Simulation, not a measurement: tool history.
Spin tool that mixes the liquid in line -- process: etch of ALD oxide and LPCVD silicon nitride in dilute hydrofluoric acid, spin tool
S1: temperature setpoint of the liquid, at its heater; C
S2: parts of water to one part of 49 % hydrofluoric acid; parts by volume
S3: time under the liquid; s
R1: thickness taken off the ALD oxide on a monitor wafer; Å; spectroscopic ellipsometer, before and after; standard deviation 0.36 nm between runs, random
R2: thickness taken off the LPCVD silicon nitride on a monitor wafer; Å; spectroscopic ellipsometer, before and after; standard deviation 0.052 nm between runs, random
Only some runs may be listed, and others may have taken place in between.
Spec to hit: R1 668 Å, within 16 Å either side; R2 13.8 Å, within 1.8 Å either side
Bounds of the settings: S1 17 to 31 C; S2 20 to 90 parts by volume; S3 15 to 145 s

run  hour    S1  S2  S3      R1      R2
  1     0    23  50  75   450.9   8.539
  2   0.9  24.5  50  75  484.68  9.5522
  3   8.1  24.5  35  75  697.73   12.87
  4  14.8  24.5  20  75  1255.6  22.673
  5  16.3    24  25  75  976.62  18.351
  6  19.2    21  25  75  855.52  14.124
  7  26.9    21  30  75  717.96  11.718
  8  33.3  21.5  30  75   730.6  12.663
     37.9  -- thermometer replaced
  9  37.9    22  35  75  592.23  10.786
 10  40.1    26  35  75  692.93  12.432

Below are 4 possible settings for the next run. Only one of them brings all results inside the allowed miss of their targets. Which is it?
  A  42.3    29  80  145   ?   ?
  B  42.3    27  70  145   ?   ?
  C  42.3    27  45   95   ?   ?
  D  42.3  26.5  55  120   ?   ?

move      R1      R2
   A  621.11  13.816
   B  665.87  13.865
   C     703  14.044
   D  702.03   14.09
A: pushes the last run's worst result past its target
B: every result lands within tolerance
C: further off than the last run
D: further off than the last run
B meets every target.
